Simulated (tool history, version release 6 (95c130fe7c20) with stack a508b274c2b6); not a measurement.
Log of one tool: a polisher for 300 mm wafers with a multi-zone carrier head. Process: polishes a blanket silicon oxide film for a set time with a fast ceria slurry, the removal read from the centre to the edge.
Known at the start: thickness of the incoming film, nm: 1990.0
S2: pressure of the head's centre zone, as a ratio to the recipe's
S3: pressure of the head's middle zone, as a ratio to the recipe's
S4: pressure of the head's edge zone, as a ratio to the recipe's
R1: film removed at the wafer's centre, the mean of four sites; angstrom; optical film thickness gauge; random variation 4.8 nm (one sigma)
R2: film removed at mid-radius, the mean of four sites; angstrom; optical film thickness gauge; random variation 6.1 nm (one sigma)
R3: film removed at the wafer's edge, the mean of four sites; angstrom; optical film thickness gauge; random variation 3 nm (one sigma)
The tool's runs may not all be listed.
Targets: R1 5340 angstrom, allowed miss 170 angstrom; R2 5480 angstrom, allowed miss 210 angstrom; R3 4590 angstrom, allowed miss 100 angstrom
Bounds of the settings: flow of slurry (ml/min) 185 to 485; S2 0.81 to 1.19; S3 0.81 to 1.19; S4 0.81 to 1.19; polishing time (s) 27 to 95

Run 1, hour 0: flow of slurry (ml/min) 310, S2 1, S3 1, S4 1, polishing time (s) 61. Result: R1 5025.1 angstrom, R2 5230.5 angstrom, R3 5018 angstrom.
Run 2, hour 4.5: flow of slurry (ml/min) 310, S2 1, S3 1, S4 1, polishing time (s) 66. Result: R1 5468.5 angstrom, R2 5658.4 angstrom, R3 5356.7 angstrom.
Run 3, hour 8: flow of slurry (ml/min) 350, S2 1, S3 1, S4 1, polishing time (s) 66. Result: R1 5429.5 angstrom, R2 5730.2 angstrom, R3 5387.5 angstrom.
Run 4, hour 14.6: flow of slurry (ml/min) 350, S2 1.02, S3 1.01, S4 0.95, polishing time (s) 65. Result: R1 5520.5 angstrom, R2 5628.8 angstrom, R3 5241.8 angstrom.
Run 5, hour 22.3: flow of slurry (ml/min) 350, S2 1.02, S3 1.01, S4 0.95, polishing time (s) 56. Result: R1 4783 angstrom, R2 4773 angstrom, R3 4491 angstrom.
Run 6, hour 27.5: flow of slurry (ml/min) 350, S2 1.02, S3 1.01, S4 0.95, polishing time (s) 63. Result: R1 5463.6 angstrom, R2 5430.8 angstrom, R3 5056.1 angstrom.
Run 7, hour 29.5: flow of slurry (ml/min) 355, S2 1.01, S3 1.03, S4 0.92, polishing time (s) 62. Result: R1 5234 angstrom, R2 5397.7 angstrom, R3 4950.4 angstrom.
Run 8, hour 38.1: flow of slurry (ml/min) 360, S2 1.03, S3 1.06, S4 0.9, polishing time (s) 61. Result: R1 5259.8 angstrom, R2 5380.9 angstrom, R3 4795.4 angstrom.

Which of these 5 next moves meets every target?
Run A, hour 46.7: flow of slurry (ml/min) 405, S2 1.12, S3 1.16, S4 0.81, polishing time (s) 58. Result: R1 ?, R2 ?, R3 ?.
Run B, hour 46.7: flow of slurry (ml/min) 400, S2 1.07, S3 1.05, S4 0.94, polishing time (s) 62. Result: R1 ?, R2 ?, R3 ?.
Run C, hour 46.7: flow of slurry (ml/min) 300, S2 1.08, S3 1.1, S4 0.9, polishing time (s) 62. Result: R1 ?, R2 ?, R3 ?.
Run D, hour 46.7: flow of slurry (ml/min) 370, S2 1.1, S3 1.14, S4 0.91, polishing time (s) 58. Result: R1 ?, R2 ?, R3 ?.
Run E, hour 46.7: flow of slurry (ml/min) 230, S2 0.99, S3 1.01, S4 0.94, polishing time (s) 65. Result: R1 ?, R2 ?, R3 ?.

move      R1      R2      R3
   A  5449.2  5644.3  4371.8
   B  5553.4  5568.5  5001.7
   C    5447  5627.9  4800.8
   D  5308.1  5525.8  4581.6
   E  5036.1  5335.7    5012
A: takes the result that was furthest off past its target
B: further off than the last run
C: as far off as the last run
D: meets every target
E: further off than the last run
Move D is the one to make.
